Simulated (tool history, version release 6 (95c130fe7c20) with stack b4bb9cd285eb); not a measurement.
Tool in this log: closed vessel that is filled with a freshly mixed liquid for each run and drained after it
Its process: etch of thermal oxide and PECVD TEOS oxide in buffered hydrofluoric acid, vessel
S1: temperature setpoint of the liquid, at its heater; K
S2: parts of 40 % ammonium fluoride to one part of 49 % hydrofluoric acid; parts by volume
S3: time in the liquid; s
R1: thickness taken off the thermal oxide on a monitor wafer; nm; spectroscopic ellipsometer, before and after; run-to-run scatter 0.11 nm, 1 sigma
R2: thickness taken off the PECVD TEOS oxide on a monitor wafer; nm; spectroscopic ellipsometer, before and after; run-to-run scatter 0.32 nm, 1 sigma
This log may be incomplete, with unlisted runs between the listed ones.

Run 1, hour 0.0: S1 295.15 K, S2 18.0 parts by volume, S3 60 s. Result: R1 35.614 nm, R2 58.415 nm.
Run 2, hour 7.3: S1 294.15 K, S2 18.5 parts by volume, S3 60 s. Result: R1 32.883 nm, R2 53.602 nm.
Run 3, hour 13.9: S1 294.15 K, S2 18.5 parts by volume, S3 70 s. Result: R1 38.569 nm, R2 62.952 nm.
Run 4, hour 18.8: S1 293.65 K, S2 19.5 parts by volume, S3 70 s. Result: R1 35.535 nm, R2 57.477 nm.
Run 5, hour 25.0: S1 293.15 K, S2 20.0 parts by volume, S3 70 s. Result: R1 33.784 nm, R2 55.006 nm.
Run 6, hour 31.4: S1 291.15 K, S2 20.0 parts by volume, S3 70 s. Result: R1 30.279 nm, R2 49.511 nm.
Run 7, hour 38.5: S1 290.15 K, S2 23.5 parts by volume, S3 70 s. Result: R1 25.407 nm, R2 41.384 nm.

Run 8, settings as shown, results not yet in. Your forecast:
Run 8, hour 41.1: S1 290.15 K, S2 23.5 parts by volume, S3 70 s. Result: R1 ?, R2 ?.

R1: 25.419 nm
R2: 40.967 nm

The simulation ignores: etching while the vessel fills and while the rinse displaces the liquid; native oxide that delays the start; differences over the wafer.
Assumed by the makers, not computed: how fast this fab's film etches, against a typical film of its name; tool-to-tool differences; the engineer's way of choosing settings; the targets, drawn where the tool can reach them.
